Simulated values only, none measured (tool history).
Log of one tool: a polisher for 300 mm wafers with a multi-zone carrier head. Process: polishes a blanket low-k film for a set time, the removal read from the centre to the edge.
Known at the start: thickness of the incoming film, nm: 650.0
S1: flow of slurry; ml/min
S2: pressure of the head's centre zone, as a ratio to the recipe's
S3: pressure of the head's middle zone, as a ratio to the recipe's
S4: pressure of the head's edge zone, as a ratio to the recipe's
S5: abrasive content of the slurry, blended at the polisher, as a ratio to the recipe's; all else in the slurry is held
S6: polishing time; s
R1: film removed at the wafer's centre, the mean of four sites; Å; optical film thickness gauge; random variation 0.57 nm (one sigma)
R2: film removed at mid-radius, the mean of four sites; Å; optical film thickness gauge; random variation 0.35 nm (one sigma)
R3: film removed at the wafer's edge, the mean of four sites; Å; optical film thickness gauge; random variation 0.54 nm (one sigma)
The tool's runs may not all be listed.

run    day   S1    S2    S3    S4    S5  S6      R1      R2      R3
  1  0.000  160  1.00  1.00  1.00  1.00  56  250.01  246.43  255.15
  2  0.067  170  1.01  1.03  1.04  1.15  58  270.21  281.04  282.70
  3  0.321  175  1.03  1.03  1.06  1.25  61  315.74  309.39  312.65
  4  0.558  180  1.02  1.04  1.08  1.30  63  327.37  328.94  337.90
  5  0.733  180  1.02  1.04  1.08  1.30  51  261.93  267.27  270.44
  6  0.800  185  1.02  1.05  1.10  1.35  55  292.25  297.41  307.45
  7  0.921  195  1.03  1.08  1.12  1.40  57  311.87  315.35  322.92
  8  1.258  195  1.03  1.09  1.12  1.45  60  331.43  345.53  349.80
  9  1.429  200  1.04  1.10  1.13  1.45  62  347.34  364.71  356.91
 10  1.675  200  1.04  1.10  1.14  1.45  63  354.94  359.44  365.07
 11  1.750  205  1.04  1.10  1.14  1.45  64  367.74  368.53  382.52

Run 12 comes next. What will it give?
 12  2.029  210  1.04  1.11  1.14  1.45  64   ?   ?   ?

Run 12 gave R1 362.43 Å, R2 376.68 Å, R3 370.37 Å.
